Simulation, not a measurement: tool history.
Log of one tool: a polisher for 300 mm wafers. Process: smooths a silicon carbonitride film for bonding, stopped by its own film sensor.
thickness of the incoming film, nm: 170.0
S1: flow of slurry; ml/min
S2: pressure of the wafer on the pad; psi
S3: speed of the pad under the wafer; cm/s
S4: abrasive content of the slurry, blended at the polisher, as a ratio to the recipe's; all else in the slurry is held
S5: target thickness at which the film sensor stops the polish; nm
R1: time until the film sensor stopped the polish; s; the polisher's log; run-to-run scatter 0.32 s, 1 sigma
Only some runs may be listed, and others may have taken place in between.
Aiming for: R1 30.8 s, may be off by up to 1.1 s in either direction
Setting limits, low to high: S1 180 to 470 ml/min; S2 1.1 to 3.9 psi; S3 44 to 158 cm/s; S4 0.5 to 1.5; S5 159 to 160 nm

| run | hour | S1 | S2 | S3 | S4 | S5 | R1 |
|---|---|---|---|---|---|---|---|
| 1 | 0 | 300 | 2.5 | 100 | 1 | 159 | 47.171 |
| 2 | 2.2 | 300 | 2.7 | 100 | 1 | 159 | 43.881 |
| 3 | 5.3 | 300 | 2.7 | 80 | 1 | 159 | 52.496 |
| 4 | 9.6 | 300 | 2.9 | 82 | 1 | 159 | 48.154 |
| 5 | 14.3 | 300 | 2.9 | 98 | 1 | 159 | 41.914 |
| 6 | 19.3 | 300 | 2.9 | 98 | 0.8 | 159 | 45.795 |
| 7 | 20.1 | 300 | 3.1 | 98 | 0.8 | 159 | 42.962 |
| 8 | 20.8 | 300 | 3.2 | 100 | 0.8 | 159 | 41.639 |
| 9 | 24.6 | 300 | 3.3 | 102 | 0.8 | 159 | 39.251 |
| 10 | 33.2 | 300 | 3.4 | 104 | 0.8 | 159 | 36.994 |
| 11 | 35 | 300 | 3.4 | 104 | 0.8 | 159 | 37.913 |
| 12 | 37.5 | 300 | 3.5 | 106 | 0.8 | 159 | 36.312 |
| 13 | 44.7 | 300 | 3.9 | 108 | 0.8 | 159 | 32.463 |

5 candidate next runs follow, results not yet known. Just one meets every target within its allowed miss. Identify it.
| A | 51.9 | 295 | 3.8 | 112 | 0.9 | 159 | ? |
| B | 51.9 | 295 | 3.7 | 114 | 0.85 | 160 | ? |
| C | 51.9 | 275 | 3.6 | 104 | 0.95 | 159 | ? |
| D | 51.9 | 320 | 3.7 | 100 | 0.85 | 159 | ? |
| E | 51.9 | 290 | 3.9 | 104 | 0.8 | 159 | ? |

| move | R1 |
|---|---|
| A | 30.859 |
| B | 29.142 |
| C | 33.772 |
| D | 35.407 |
| E | 33.848 |
A: meets every target
B: pushes the last run's worst result past its target
C: lands further from the targets than the last run did
D: lands further from the targets than the last run did
E: lands further from the targets than the last run did
Answer: A
